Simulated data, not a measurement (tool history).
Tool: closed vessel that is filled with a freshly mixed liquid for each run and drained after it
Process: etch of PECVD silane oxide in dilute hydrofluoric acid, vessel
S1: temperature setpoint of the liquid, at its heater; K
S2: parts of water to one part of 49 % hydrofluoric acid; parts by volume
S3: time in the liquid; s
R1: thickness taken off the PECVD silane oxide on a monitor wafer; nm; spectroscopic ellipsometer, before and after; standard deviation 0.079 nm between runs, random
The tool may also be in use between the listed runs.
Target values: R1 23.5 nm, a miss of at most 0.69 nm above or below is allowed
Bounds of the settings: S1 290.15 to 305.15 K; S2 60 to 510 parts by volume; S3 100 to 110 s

{"run": 1, "day": 0.0, "S1": 297.15, "S2": 285, "S3": 100, "R1": 11.768}
{"run": 2, "day": 0.271, "S1": 298.65, "S2": 265, "S3": 100, "R1": 13.52}
{"run": 3, "day": 0.35, "S1": 300.15, "S2": 245, "S3": 100, "R1": 15.86}
{"run": 4, "day": 0.696, "S1": 301.15, "S2": 235, "S3": 100, "R1": 17.216}
{"run": 5, "day": 0.842, "S1": 302.15, "S2": 225, "S3": 100, "R1": 18.78}
{"run": 6, "day": 0.896, "S1": 302.65, "S2": 220, "S3": 100, "R1": 19.668}
{"run": 7, "day": 1.204, "S1": 303.15, "S2": 215, "S3": 100, "R1": 20.553}
{"run": 8, "day": 1.346, "S1": 303.65, "S2": 210, "S3": 100, "R1": 21.661}
{"run": 9, "day": 1.625, "S1": 304.15, "S2": 210, "S3": 100, "R1": 21.938}

Which one of the following 4 next-run settings gets every result inside its allowed miss? There is exactly one.
{"run": "A", "day": 1.904, "S1": 302.15, "S2": 225, "S3": 110, "R1": "?"}
{"run": "B", "day": 1.904, "S1": 300.65, "S2": 180, "S3": 100, "R1": "?"}
{"run": "C", "day": 1.904, "S1": 303.65, "S2": 215, "S3": 105, "R1": "?"}
{"run": "D", "day": 1.904, "S1": 305.15, "S2": 210, "S3": 110, "R1": "?"}

move=A R1=20.728
move=B R1=23.56
move=C R1=22.056
move=D R1=25.039
A: further off than the last run
B: every result within its allowed miss
C: gains on the last run, yet a result remains outside its allowed miss
D: takes the result that was furthest off past its target
The move that meets every target is B.

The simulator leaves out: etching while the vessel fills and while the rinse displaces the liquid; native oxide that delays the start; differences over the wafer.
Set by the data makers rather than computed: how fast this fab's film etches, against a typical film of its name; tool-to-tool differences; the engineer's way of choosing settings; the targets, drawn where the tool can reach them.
